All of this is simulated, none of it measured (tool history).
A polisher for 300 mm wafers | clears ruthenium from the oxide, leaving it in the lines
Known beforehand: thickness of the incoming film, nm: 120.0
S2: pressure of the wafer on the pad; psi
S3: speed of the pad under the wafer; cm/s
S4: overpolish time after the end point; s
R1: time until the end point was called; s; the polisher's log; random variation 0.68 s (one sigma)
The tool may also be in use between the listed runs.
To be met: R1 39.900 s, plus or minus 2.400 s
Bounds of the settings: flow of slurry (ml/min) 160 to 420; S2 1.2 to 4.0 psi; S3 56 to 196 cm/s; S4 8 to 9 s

run 1 day=0.000 | flow_of_slurry_(ml/min)=270 S2=2.6 S3=126 S4=9 | R1=52.539
run 2 day=0.329 | flow_of_slurry_(ml/min)=270 S2=2.6 S3=126 S4=9 | R1=51.914
run 3 day=0.425 | flow_of_slurry_(ml/min)=270 S2=2.6 S3=110 S4=9 | R1=57.681
run 4 day=0.662 | flow_of_slurry_(ml/min)=270 S2=2.6 S3=88 S4=9 | R1=74.828
run 5 day=0.742 | flow_of_slurry_(ml/min)=270 S2=2.6 S3=88 S4=9 | R1=74.032
run 6 day=0.962 | flow_of_slurry_(ml/min)=270 S2=2.6 S3=88 S4=9 | R1=76.072
run 7 day=1.246 | flow_of_slurry_(ml/min)=270 S2=2.8 S3=90 S4=9 | R1=68.428
run 8 day=1.371 | flow_of_slurry_(ml/min)=270 S2=3.0 S3=92 S4=9 | R1=63.041
run 9 day=1.508 | flow_of_slurry_(ml/min)=270 S2=3.1 S3=94 S4=9 | R1=57.494
run 10 day=1.696 | flow_of_slurry_(ml/min)=270 S2=3.2 S3=94 S4=9 | R1=57.339
run 11 day=1.729 | flow_of_slurry_(ml/min)=270 S2=3.3 S3=96 S4=9 | R1=52.660
run 12 day=1.758 | flow_of_slurry_(ml/min)=270 S2=4.0 S3=100 S4=9 | R1=42.704

Exactly one of the 4 candidate moves below puts every result within its allowed miss. Which one?
run A day=1.788 | flow_of_slurry_(ml/min)=395 S2=4.0 S3=124 S4=8 | R1=?
run B day=1.788 | flow_of_slurry_(ml/min)=300 S2=3.4 S3=112 S4=8 | R1=?
run C day=1.788 | flow_of_slurry_(ml/min)=285 S2=4.0 S3=124 S4=9 | R1=?
run D day=1.788 | flow_of_slurry_(ml/min)=225 S2=4.0 S3=108 S4=8 | R1=?

move=A R1=34.600
move=B R1=45.725
move=C R1=35.504
move=D R1=41.563
A: takes the biggest miss from the last run beyond its target
B: moves away from the targets compared with the last run
C: takes the biggest miss from the last run beyond its target
D: every result lands within tolerance
Correct choice: D, which meets every target

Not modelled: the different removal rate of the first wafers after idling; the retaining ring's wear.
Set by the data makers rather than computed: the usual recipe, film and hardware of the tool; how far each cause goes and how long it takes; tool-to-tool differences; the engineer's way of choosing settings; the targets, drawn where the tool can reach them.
